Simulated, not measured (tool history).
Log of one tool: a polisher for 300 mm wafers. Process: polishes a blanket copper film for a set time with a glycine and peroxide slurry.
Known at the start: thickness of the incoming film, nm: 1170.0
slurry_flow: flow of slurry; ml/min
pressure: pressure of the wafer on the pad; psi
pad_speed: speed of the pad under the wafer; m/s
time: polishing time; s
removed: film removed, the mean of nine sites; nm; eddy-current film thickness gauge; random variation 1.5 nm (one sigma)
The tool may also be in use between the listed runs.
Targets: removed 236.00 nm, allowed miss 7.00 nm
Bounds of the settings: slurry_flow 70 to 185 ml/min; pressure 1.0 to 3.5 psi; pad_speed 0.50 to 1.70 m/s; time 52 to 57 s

run,day,slurry_flow,pressure,pad_speed,time,removed
1,0.000,120,2.2,1.10,57,314.99
2,0.071,110,2.0,1.10,57,291.55
3,0.429,110,2.0,1.10,52,269.46
4,0.700,105,1.9,1.10,52,258.90
5,0.871,100,1.8,1.10,52,248.29
6,1.183,100,2.2,1.10,52,278.04
7,1.467,95,2.1,1.10,52,268.92
8,1.675,90,2.0,1.10,52,260.09
9,1.717,85,1.9,1.10,52,248.66
10,1.788,80,1.9,1.10,52,247.03
11,1.883,80,1.9,1.10,52,244.67
12,2.062,75,1.9,1.10,52,244.63

4 next moves are on the table. One of them brings every result within its allowed miss. Which?
A,2.242,75,1.3,1.36,54,?
B,2.242,70,1.9,1.08,55,?
C,2.242,70,1.7,1.16,56,?
D,2.242,70,2.3,0.88,55,?

move,removed
A,234.69
B,251.15
C,250.68
D,250.78
A: meets every target
B: further off than the last run
C: further off than the last run
D: further off than the last run
Answer: A
